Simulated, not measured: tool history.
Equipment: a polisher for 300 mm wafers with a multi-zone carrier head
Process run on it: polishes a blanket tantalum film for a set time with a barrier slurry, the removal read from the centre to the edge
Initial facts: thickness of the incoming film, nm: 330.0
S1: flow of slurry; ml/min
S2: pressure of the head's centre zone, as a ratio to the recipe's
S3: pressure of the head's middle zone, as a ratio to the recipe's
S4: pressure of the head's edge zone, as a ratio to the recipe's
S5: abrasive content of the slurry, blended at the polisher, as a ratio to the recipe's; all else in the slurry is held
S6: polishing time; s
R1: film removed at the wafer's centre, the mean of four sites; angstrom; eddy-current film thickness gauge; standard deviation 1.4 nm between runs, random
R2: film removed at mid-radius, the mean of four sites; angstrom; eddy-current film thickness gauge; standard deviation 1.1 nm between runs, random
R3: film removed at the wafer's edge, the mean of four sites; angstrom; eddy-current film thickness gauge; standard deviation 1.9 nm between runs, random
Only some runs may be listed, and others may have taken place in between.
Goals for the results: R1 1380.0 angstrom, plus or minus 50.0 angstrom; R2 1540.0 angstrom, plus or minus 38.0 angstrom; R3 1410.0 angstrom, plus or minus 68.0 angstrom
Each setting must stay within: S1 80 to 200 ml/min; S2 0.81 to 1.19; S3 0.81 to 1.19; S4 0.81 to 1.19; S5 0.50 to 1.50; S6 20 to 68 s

run,hour,S1,S2,S3,S4,S5,S6,R1,R2,R3
1,0.0,130,1.00,1.00,1.00,1.00,44,1280.0,1265.6,1288.5
2,5.8,150,1.00,1.00,1.00,1.00,44,1326.1,1303.8,1265.4
3,13.5,150,1.00,1.02,1.02,1.05,44,1337.8,1378.2,1297.2
4,14.8,150,1.00,1.02,1.04,1.05,44,1368.6,1361.6,1316.8
5,21.6,130,1.00,1.02,1.04,1.05,44,1319.2,1322.9,1285.8
6,26.5,130,1.00,1.02,1.04,0.90,44,1251.4,1243.1,1221.1
7,29.6,135,0.99,1.03,1.04,0.95,44,1262.1,1292.7,1237.7
8,33.8,135,0.98,1.03,1.04,1.00,44,1312.1,1336.3,1267.6
9,38.3,135,0.95,1.03,1.04,1.05,44,1268.0,1329.8,1308.5
10,44.3,140,0.95,1.04,1.04,1.05,44,1282.1,1368.6,1297.6
11,52.7,145,0.94,1.04,1.05,1.05,44,1275.8,1404.5,1356.8
12,58.3,150,0.94,1.04,1.05,1.05,44,1271.7,1399.6,1335.7
13,66.3,155,0.94,1.04,1.06,1.05,44,1279.2,1411.6,1343.7
14,68.4,160,0.94,1.04,1.07,1.05,44,1321.2,1410.6,1327.7
15,76.1,170,0.93,1.05,1.08,1.10,44,1343.8,1443.0,1350.5
16,77.0,175,0.92,1.06,1.08,1.15,44,1329.7,1497.3,1422.3

4 next moves are on the table. One of them brings every result within its allowed miss. Which?
A,77.9,180,0.99,1.14,1.18,1.00,44,?,?,?
B,77.9,145,0.93,1.09,1.19,1.20,42,?,?,?
C,77.9,160,0.89,1.08,1.07,1.25,42,?,?,?
D,77.9,165,0.90,0.97,1.05,1.30,45,?,?,?

move,R1,R2,R3
A,1386.1,1543.0,1422.1
B,1264.0,1450.5,1411.7
C,1251.5,1486.3,1372.8
D,1379.1,1478.7,1481.8
A: meets every target
B: lands further from the targets than the last run did
C: lands further from the targets than the last run did
D: lands further from the targets than the last run did
The move that meets every target is A.

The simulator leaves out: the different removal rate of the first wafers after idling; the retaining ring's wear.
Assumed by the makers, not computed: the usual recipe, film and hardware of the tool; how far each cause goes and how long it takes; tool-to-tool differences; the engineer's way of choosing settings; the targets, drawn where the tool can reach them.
